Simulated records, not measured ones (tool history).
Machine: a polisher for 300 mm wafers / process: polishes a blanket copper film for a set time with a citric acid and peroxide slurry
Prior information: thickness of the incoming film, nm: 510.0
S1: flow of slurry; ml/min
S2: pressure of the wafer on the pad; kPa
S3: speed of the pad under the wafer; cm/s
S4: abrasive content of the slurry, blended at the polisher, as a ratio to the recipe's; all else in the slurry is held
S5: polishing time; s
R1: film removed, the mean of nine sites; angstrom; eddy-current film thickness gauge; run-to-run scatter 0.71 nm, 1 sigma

run	hour	S1	S2	S3	S4	S5	R1
1	0.0	315	19.3	84	1.0	48	899.59
2	4.7	245	19.3	84	1.0	48	891.90
3	13.5	245	20.7	84	1.0	48	939.47
4	19.4	245	20.7	84	0.9	48	924.02
5	21.4	245	22.1	84	0.9	48	992.44
6	26.9	250	22.8	84	0.9	48	1023.60
7	28.9	255	23.4	84	0.9	48	1073.20

Run 8 has not been measured yet. What should we expect?
8	34.8	260	23.4	84	0.9	48	?

{"run 8": {"R1": 1056.5}}
